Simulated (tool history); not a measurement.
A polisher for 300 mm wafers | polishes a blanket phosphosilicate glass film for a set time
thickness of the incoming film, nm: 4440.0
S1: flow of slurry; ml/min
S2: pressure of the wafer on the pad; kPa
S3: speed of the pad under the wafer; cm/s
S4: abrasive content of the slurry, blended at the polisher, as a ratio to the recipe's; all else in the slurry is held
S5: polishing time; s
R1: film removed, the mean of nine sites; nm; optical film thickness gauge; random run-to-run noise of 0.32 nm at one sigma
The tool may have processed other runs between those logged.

run	hour	S1	S2	S3	S4	S5	R1
1	0.0	165	15.2	80	1.0	20	85.252
2	5.5	165	15.2	80	0.8	20	79.406
3	14.4	165	15.2	80	1.0	20	82.417
4	17.1	160	13.8	74	1.0	20	71.284
5	24.2	155	12.4	70	1.0	20	61.290
6	31.3	150	11.0	68	1.0	20	53.552
7	33.8	145	10.3	66	1.0	20	49.359
8	41.5	140	9.7	64	1.0	20	44.492

The next listed run, before its measurement:
9	42.2	135	9.0	64	1.0	20	?

Run 9 came out at R1 41.057 nm.
